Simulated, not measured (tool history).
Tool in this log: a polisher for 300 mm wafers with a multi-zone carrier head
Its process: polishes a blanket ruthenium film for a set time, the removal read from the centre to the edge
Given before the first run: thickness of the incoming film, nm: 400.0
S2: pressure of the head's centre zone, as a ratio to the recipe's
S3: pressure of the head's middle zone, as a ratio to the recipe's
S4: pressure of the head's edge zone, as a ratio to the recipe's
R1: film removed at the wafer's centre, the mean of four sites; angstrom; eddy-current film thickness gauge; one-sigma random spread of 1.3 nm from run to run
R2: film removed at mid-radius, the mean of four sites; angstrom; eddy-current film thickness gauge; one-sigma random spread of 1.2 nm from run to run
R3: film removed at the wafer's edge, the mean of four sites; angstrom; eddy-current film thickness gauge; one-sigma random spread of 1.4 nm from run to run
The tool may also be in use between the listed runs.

Run 1, hour 0: flow of slurry (ml/min) 180, S2 1, S3 1, S4 1, polishing time (s) 63. Result: R1 709.45 angstrom, R2 707.72 angstrom, R3 709.49 angstrom.
Run 2, hour 7.8: flow of slurry (ml/min) 135, S2 1, S3 1, S4 1, polishing time (s) 63. Result: R1 659.67 angstrom, R2 676.92 angstrom, R3 675.88 angstrom.
Run 3, hour 16.4: flow of slurry (ml/min) 135, S2 1, S3 1.07, S4 1, polishing time (s) 63. Result: R1 660.55 angstrom, R2 710.71 angstrom, R3 658.56 angstrom.
Run 4, hour 17.7: flow of slurry (ml/min) 135, S2 1, S3 1.13, S4 1, polishing time (s) 63. Result: R1 662.78 angstrom, R2 759.43 angstrom, R3 672.57 angstrom.
Run 5, hour 25: flow of slurry (ml/min) 145, S2 1.02, S3 1.12, S4 1, polishing time (s) 65. Result: R1 708.93 angstrom, R2 766.5 angstrom, R3 704.8 angstrom.
Run 6, hour 25.6: flow of slurry (ml/min) 155, S2 1.04, S3 1.13, S4 0.99, polishing time (s) 66. Result: R1 733.17 angstrom, R2 781.01 angstrom, R3 721.96 angstrom.
Run 7, hour 29.3: flow of slurry (ml/min) 155, S2 1.04, S3 1.13, S4 0.99, polishing time (s) 66. Result: R1 727.56 angstrom, R2 783.62 angstrom, R3 708.77 angstrom.
Run 8, hour 37.1: flow of slurry (ml/min) 165, S2 1.06, S3 1.12, S4 0.98, polishing time (s) 68. Result: R1 789.32 angstrom, R2 812.12 angstrom, R3 745.55 angstrom.
Run 9, hour 41.1: flow of slurry (ml/min) 175, S2 1.07, S3 1.12, S4 0.98, polishing time (s) 69. Result: R1 825.77 angstrom, R2 837.05 angstrom, R3 750.81 angstrom.

Run 10 comes next. What will it give?
Run 10, hour 45.3: flow of slurry (ml/min) 180, S2 1.08, S3 1.12, S4 0.99, polishing time (s) 70. Result: R1 ?, R2 ?, R3 ?.

R1: 834.49 angstrom
R2: 852.67 angstrom
R3: 771.09 angstrom
